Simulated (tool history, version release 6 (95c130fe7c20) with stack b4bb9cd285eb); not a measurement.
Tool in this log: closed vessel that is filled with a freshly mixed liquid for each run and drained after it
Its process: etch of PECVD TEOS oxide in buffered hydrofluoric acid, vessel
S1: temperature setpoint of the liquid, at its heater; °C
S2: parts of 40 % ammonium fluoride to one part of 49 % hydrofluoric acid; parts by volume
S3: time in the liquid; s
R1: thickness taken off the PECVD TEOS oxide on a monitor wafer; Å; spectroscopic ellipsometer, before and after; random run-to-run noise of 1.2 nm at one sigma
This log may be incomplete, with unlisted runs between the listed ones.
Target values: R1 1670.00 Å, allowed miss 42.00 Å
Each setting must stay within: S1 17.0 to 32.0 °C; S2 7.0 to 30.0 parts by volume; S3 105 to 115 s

run,day,S1,S2,S3,R1
1,0.000,24.0,20.0,105,891.73
2,0.125,24.0,20.0,115,983.36
3,0.350,24.0,20.0,115,976.18
4,0.404,24.0,20.0,105,892.54
5,0.525,24.0,20.0,105,895.46
6,0.638,25.0,19.5,105,971.48
7,0.683,26.0,19.0,105,1055.60
8,0.971,30.0,15.5,105,1608.70

5 next moves are on the table. One of them brings every result within its allowed miss. Which?
A,1.258,31.0,14.5,105,?
B,1.258,32.0,16.5,110,?
C,1.258,29.5,15.0,115,?
D,1.258,30.5,15.0,105,?
E,1.258,30.0,14.5,110,?

move,R1
A,1789.10
B,1739.80
C,1751.90
D,1686.00
E,1778.60
A: carries the result that was furthest off beyond its target, to the other side
B: carries the result that was furthest off beyond its target, to the other side
C: carries the result that was furthest off beyond its target, to the other side
D: all results land within tolerance of their targets
E: carries the result that was furthest off beyond its target, to the other side
So the answer is move D, the one that meets all the targets.

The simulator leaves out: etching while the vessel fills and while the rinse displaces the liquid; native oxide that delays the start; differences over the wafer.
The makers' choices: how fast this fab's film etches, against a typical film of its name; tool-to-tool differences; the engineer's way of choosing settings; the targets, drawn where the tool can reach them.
